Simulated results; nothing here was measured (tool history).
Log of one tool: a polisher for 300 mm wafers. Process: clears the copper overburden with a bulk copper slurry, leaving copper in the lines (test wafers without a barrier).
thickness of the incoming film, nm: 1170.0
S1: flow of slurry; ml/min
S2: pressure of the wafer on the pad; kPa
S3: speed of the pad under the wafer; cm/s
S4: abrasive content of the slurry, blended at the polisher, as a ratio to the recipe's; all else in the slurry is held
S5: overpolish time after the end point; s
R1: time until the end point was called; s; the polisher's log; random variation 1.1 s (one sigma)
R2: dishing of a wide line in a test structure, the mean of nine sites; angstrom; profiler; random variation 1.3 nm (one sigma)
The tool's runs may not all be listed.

run,hour,S1,S2,S3,S4,S5,R1,R2
1,0.0,275,22.1,140,1.00,23,68.251,1093.30
2,5.5,275,20.0,144,1.00,20,69.500,1054.40
3,11.7,280,17.9,142,1.05,18,74.848,962.88
4,15.0,245,17.9,142,1.05,18,74.067,951.75
5,16.2,235,16.5,140,1.10,16,79.138,908.80
6,19.1,205,16.5,140,1.10,16,81.337,892.53
7,26.8,200,15.2,140,1.15,14,84.483,852.59
8,29.7,195,14.5,140,1.20,13,86.499,788.52
9,33.6,195,14.5,140,1.20,13,87.837,795.00

Forecast run 10:
10,41.7,195,13.8,140,1.20,12,?,?

R1: 88.652 s
R2: 728.83 angstrom

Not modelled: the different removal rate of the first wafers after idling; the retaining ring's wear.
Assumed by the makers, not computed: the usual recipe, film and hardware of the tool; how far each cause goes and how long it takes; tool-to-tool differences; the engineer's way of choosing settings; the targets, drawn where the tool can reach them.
